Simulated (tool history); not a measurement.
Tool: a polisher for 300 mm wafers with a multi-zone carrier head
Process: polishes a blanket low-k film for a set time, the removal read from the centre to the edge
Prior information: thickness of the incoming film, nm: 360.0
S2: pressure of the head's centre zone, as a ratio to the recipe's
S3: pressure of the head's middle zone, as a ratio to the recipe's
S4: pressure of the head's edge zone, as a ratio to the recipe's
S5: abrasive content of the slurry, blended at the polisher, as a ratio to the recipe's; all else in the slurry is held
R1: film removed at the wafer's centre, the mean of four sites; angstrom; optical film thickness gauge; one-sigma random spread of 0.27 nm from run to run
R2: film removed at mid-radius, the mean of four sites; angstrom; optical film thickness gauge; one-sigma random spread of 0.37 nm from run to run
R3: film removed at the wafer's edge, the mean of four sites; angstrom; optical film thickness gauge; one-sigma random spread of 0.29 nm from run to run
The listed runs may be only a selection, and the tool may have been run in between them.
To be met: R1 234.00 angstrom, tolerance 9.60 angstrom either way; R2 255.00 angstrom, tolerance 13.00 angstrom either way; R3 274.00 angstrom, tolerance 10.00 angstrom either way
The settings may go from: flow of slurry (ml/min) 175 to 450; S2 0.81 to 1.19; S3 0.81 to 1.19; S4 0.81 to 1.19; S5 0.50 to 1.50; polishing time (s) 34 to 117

Run 1, hour 0.0: flow of slurry (ml/min) 290, S2 1.00, S3 1.00, S4 1.00, S5 1.00, polishing time (s) 75. Result: R1 333.01 angstrom, R2 322.67 angstrom, R3 322.79 angstrom.
Run 2, hour 8.4: flow of slurry (ml/min) 285, S2 0.95, S3 0.98, S4 1.00, S5 0.90, polishing time (s) 75. Result: R1 300.61 angstrom, R2 299.95 angstrom, R3 311.86 angstrom.
Run 3, hour 13.7: flow of slurry (ml/min) 280, S2 0.92, S3 0.97, S4 0.98, S5 0.85, polishing time (s) 75. Result: R1 285.78 angstrom, R2 297.92 angstrom, R3 301.85 angstrom.
Run 4, hour 17.3: flow of slurry (ml/min) 280, S2 0.92, S3 0.97, S4 0.98, S5 1.05, polishing time (s) 75. Result: R1 305.58 angstrom, R2 327.48 angstrom, R3 326.71 angstrom.
At hour 22.6: worn pad replaced by a new one.
Run 5, hour 22.6: flow of slurry (ml/min) 280, S2 0.87, S3 0.97, S4 0.98, S5 1.05, polishing time (s) 75. Result: R1 316.14 angstrom, R2 346.32 angstrom, R3 358.29 angstrom.
Run 6, hour 23.9: flow of slurry (ml/min) 265, S2 0.85, S3 0.93, S4 0.96, S5 0.95, polishing time (s) 75. Result: R1 293.02 angstrom, R2 327.91 angstrom, R3 339.14 angstrom.
Run 7, hour 31.8: flow of slurry (ml/min) 270, S2 0.86, S3 0.83, S4 0.98, S5 0.70, polishing time (s) 71. Result: R1 251.35 angstrom, R2 249.35 angstrom, R3 283.80 angstrom.
Run 8, hour 40.7: flow of slurry (ml/min) 270, S2 0.85, S3 0.84, S4 0.97, S5 0.70, polishing time (s) 71. Result: R1 250.77 angstrom, R2 251.02 angstrom, R3 289.65 angstrom.
Run 9, hour 43.8: flow of slurry (ml/min) 270, S2 0.85, S3 0.86, S4 0.96, S5 0.70, polishing time (s) 71. Result: R1 252.07 angstrom, R2 250.49 angstrom, R3 291.96 angstrom.
Run 10, hour 52.6: flow of slurry (ml/min) 270, S2 0.85, S3 0.86, S4 0.96, S5 0.70, polishing time (s) 71. Result: R1 249.23 angstrom, R2 256.51 angstrom, R3 288.15 angstrom.

Next run, 5 choices. One meets every target within its allowed miss, the rest don't. Which?
Run A, hour 61.4: flow of slurry (ml/min) 290, S2 0.90, S3 1.00, S4 0.89, S5 0.75, polishing time (s) 61. Result: R1 ?, R2 ?, R3 ?.
Run B, hour 61.4: flow of slurry (ml/min) 255, S2 0.81, S3 0.85, S4 1.00, S5 0.60, polishing time (s) 76. Result: R1 ?, R2 ?, R3 ?.
Run C, hour 61.4: flow of slurry (ml/min) 255, S2 0.95, S3 0.96, S4 0.95, S5 0.65, polishing time (s) 71. Result: R1 ?, R2 ?, R3 ?.
Run D, hour 61.4: flow of slurry (ml/min) 355, S2 0.81, S3 0.81, S4 1.06, S5 0.75, polishing time (s) 67. Result: R1 ?, R2 ?, R3 ?.
Run E, hour 61.4: flow of slurry (ml/min) 275, S2 0.83, S3 0.91, S4 0.97, S5 0.60, polishing time (s) 71. Result: R1 ?, R2 ?, R3 ?.

move      R1      R2      R3
   A  241.08  256.87  247.91
   B  244.32  253.62  297.62
   C  276.31  269.80  279.03
   D  243.04  241.70  301.22
   E  236.45  252.99  275.71
A: puts the biggest miss on target and leaves a different result outside tolerance
B: the biggest miss grows against the last run
C: the biggest miss grows against the last run
D: puts the biggest miss on target and leaves a different result outside tolerance
E: each result inside its tolerance
Answer: E
